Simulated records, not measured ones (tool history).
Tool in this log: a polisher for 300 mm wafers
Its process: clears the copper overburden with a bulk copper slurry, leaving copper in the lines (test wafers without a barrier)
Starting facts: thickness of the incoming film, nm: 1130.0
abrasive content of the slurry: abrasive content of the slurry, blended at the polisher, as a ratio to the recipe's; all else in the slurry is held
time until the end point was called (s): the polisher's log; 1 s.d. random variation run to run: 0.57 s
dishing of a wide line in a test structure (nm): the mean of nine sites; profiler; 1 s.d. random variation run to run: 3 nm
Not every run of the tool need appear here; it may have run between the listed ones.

run  hour  flow of slurry (ml/min)  pressure of the wafer on the pad (psi)  speed of the pad under the wafer (cm/s)  abrasive content of the slurry  overpolish time after the end point (s)  time until the end point was called (s)  dishing of a wide line in a test structure (nm)
  1     0                      300                                     3.5                                      124                               1                                       21                                   90.948                                           121.24
  2   8.1                      300                                     3.5                                      108                               1                                       21                                   100.92                                           119.15
  3  14.6                      300                                     3.5                                      108                               1                                       25                                   103.59                                            129.9
  4  15.5                      300                                     2.9                                      108                               1                                       25                                   118.18                                           119.42
  5  23.8                      300                                     3.4                                      116                               1                                       23                                   99.049                                           123.68
     28.5  -- slurry blender recalibrated
  6  28.5                      300                                     3.8                                      122                               1                                       22                                   77.997                                           139.47
  7  33.7                      300                                       4                                      122                               1                                       20                                   75.213                                           138.18

What will run 8 give?
  8    38                      300                                       5                                      138                               1                                       10                                        ?                                                ?

{"run 8": {"time until the end point was called (s)": 52.848, "dishing of a wide line in a test structure (nm)": 116.72}}
